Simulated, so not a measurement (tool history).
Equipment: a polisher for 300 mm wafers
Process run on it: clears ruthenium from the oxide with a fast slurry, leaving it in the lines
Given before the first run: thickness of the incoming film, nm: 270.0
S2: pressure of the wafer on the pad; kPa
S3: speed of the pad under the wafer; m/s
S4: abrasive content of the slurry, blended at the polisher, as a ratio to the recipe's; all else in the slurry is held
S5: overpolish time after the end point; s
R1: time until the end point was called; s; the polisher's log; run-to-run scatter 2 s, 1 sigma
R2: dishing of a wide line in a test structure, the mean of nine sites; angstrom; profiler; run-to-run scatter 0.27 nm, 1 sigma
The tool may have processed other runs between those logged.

{"run": 1, "hour": 0.0, "flow of slurry (ml/min)": 225, "S2": 14.5, "S3": 0.78, "S4": 1, "S5": 26, "R1": 117.8, "R2": 496.81}
{"run": 2, "hour": 7.2, "flow of slurry (ml/min)": 230, "S2": 13.1, "S3": 0.78, "S4": 1, "S5": 22, "R1": 131.77, "R2": 384.85}
{"run": 3, "hour": 12.6, "flow of slurry (ml/min)": 230, "S2": 13.1, "S3": 0.7, "S4": 1, "S5": 22, "R1": 144.56, "R2": 357.82}
{"run": 4, "hour": 15.3, "flow of slurry (ml/min)": 235, "S2": 13.1, "S3": 0.7, "S4": 1, "S5": 19, "R1": 142.33, "R2": 311.39}
{"run": 5, "hour": 16.7, "flow of slurry (ml/min)": 235, "S2": 13.1, "S3": 0.7, "S4": 1, "S5": 25, "R1": 144.56, "R2": 397.83}
{"run": 6, "hour": 21.0, "flow of slurry (ml/min)": 235, "S2": 15.9, "S3": 0.7, "S4": 1, "S5": 25, "R1": 118.93, "R2": 468.14}
{"run": 7, "hour": 22.8, "flow of slurry (ml/min)": 240, "S2": 14.5, "S3": 0.7, "S4": 1, "S5": 22, "R1": 130.83, "R2": 391.2}
{"run": 8, "hour": 26.0, "flow of slurry (ml/min)": 240, "S2": 13.8, "S3": 0.7, "S4": 1, "S5": 19, "R1": 140.65, "R2": 325.17}

For run 9, what comes out?
{"run": 9, "hour": 28.9, "flow of slurry (ml/min)": 240, "S2": 13.1, "S3": 0.7, "S4": 1, "S5": 17, "R1": "?", "R2": "?"}

{"run 9": {"R1": 144.71, "R2": 278.41}}
